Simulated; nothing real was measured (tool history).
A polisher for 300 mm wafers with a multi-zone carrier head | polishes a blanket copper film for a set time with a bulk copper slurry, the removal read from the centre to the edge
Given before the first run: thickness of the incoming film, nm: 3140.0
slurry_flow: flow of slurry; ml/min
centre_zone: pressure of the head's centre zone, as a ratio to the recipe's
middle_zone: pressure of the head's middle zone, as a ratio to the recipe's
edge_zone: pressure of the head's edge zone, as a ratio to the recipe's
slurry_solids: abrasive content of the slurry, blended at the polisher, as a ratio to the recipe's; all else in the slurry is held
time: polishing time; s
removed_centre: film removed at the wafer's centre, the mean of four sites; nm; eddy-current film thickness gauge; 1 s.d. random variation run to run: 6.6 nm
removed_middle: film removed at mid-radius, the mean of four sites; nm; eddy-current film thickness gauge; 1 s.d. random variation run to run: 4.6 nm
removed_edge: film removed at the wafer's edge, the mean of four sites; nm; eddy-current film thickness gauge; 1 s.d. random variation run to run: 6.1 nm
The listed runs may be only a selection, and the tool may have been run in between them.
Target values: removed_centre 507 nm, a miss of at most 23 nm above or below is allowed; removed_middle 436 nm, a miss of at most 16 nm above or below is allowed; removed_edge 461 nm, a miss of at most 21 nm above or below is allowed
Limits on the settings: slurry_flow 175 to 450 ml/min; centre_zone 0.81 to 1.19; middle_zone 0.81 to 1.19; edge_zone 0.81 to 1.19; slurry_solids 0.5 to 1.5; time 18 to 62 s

run	day	slurry_flow	centre_zone	middle_zone	edge_zone	slurry_solids	time	removed_centre	removed_middle	removed_edge
1	0	290	1	1	1	1	40	352.06	344.34	343.16
2	0.112	290	1.02	1	1.02	1.1	41	373.02	353.27	360.13
3	0.271	290	1.02	1	1.02	1.1	46	422.49	395.47	404.26
4	0.329	290	0.95	1	1.02	1.1	46	404.73	402.77	400.57
5	0.629	290	0.95	1	1.02	1.1	42	362.21	361.01	367.91
6	0.888	295	0.98	1.01	1.03	1.15	43	377.12	382.24	385.23
7	1.042	295	1	1	1.02	1.2	44	417.69	391.78	402
8	1.117	300	1.01	1	1.02	1.25	44	410.34	392.92	399.28
9	1.138	300	1.03	1	1.02	1.3	45	426.47	401.34	424.68
10	1.354	300	1.05	1	1.01	1.3	45	432.69	411.54	408.06
11	1.525	300	1.07	1	1.02	1.35	45	445.8	409.91	416.81
12	1.717	300	1.07	1	1.02	1.35	45	453.99	406.23	406.95
# day 1.929: centre zone pressure recalibrated
13	1.929	305	1.07	1	1.03	1.4	45	443.24	416.22	424.96
14	1.992	305	1.08	0.99	1.03	1.4	45	430.06	406.09	427.98
15	2.283	300	1.1	0.99	1.03	1.4	46	452.91	420.8	430.89
16	2.317	310	1.11	0.98	1.02	1.4	46	447.28	415.33	420.55
17	2.446	290	1.12	0.99	1.03	1.4	46	449.24	419.61	427.76
18	2.558	310	1.13	0.98	1.03	1.4	46	462.21	408.26	429.88
19	2.696	320	1.14	0.99	1.04	1.4	46	463.05	415.68	437.02
20	2.867	330	1.15	0.99	1.04	1.4	46	466.57	423.12	423.79
21	3.15	330	1.16	0.98	1.04	1.4	47	478.12	426.65	448.75

Which of these 4 next moves meets every target?
A	3.433	230	1.01	0.91	1.19	1.5	47	?	?	?
B	3.433	370	1.11	1.01	1.07	1.45	51	?	?	?
C	3.433	450	1.13	1.05	1.02	1.15	51	?	?	?
D	3.433	330	1.19	0.96	1.04	1.25	50	?	?	?

move	removed_centre	removed_middle	removed_edge
A	416.86	393.28	458.96
B	511.93	487.44	491.3
C	501.88	486.3	463.34
D	507.01	438.74	457.68
A: moves away from the targets compared with the last run
B: brings the last run's worst result on target, with another outside its allowed miss
C: brings the last run's worst result on target, with another outside its allowed miss
D: hits every target within its allowed miss
D meets every target.
